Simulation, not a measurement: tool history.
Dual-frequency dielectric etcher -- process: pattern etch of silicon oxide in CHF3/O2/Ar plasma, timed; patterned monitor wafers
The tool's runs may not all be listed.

run  hour  source power (kW)  bias power (kW)  etch time (s)  mean etch depth across the wafer (nm)
  1   0.0              0.550            0.181            239                                 477.67
  2   6.7              0.500            0.181            239                                 459.92
  3  14.1              0.500            0.213            239                                 478.90
  4  19.6              0.510            0.213            239                                 482.28
  5  24.4              0.520            0.213            239                                 486.05
  6  26.3              0.520            0.192            239                                 474.32
  7  35.0              0.540            0.193            239                                 482.80
  8  43.1              0.550            0.193            239                                 486.71

Run 9 is up next; what results do you expect?
  9  52.2              0.560            0.193            239                                      ?

mean etch depth across the wafer (nm): 488.82
